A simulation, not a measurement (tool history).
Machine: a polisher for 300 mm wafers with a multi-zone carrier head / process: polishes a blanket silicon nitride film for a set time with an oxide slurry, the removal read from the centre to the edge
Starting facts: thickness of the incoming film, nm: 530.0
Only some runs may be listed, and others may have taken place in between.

run  hour  flow of slurry (ml/min)  pressure of the head's centre zone  pressure of the head's middle zone  pressure of the head's edge zone  abrasive content of the slurry  polishing time (s)  film removed at the wafer's centre (nm)  film removed at mid-radius (nm)  film removed at the wafer's edge (nm)
  1     0                      215                                   1                                   1                                 1                               1                  80                                   43.903                           43.037                                 44.543
  2   0.9                      205                                0.99                                0.96                                 1                            0.95                  80                                   40.904                           40.139                                 43.036
  3   9.3                      205                                0.99                                0.89                                 1                            0.95                  80                                    41.62                           37.822                                 43.126
  4  17.1                      195                                0.99                                0.87                              1.01                             0.9                  80                                   39.729                           35.338                                 41.104
  5  22.5                      195                                1.04                                0.87                              1.01                             0.9                  80                                   41.111                           35.872                                 41.606
  6  24.6                      185                                1.03                                0.86                              1.02                            0.85                  80                                   38.741                           33.282                                 40.137
  7  30.4                      175                                1.02                                0.85                              1.02                            0.85                  80                                   38.845                           32.717                                 39.681
  8  35.4                      175                                1.02                                0.85                              1.02                            0.85                  80                                   38.373                           32.647                                 39.289

Forecast run 9:
  9    42                      175                                1.02                                0.85                              1.02                            0.85                  80                                        ?                                ?                                      ?

For run 9 the tool returned film removed at the wafer's centre (nm) 38.418, film removed at mid-radius (nm) 32.473, film removed at the wafer's edge (nm) 39.187.

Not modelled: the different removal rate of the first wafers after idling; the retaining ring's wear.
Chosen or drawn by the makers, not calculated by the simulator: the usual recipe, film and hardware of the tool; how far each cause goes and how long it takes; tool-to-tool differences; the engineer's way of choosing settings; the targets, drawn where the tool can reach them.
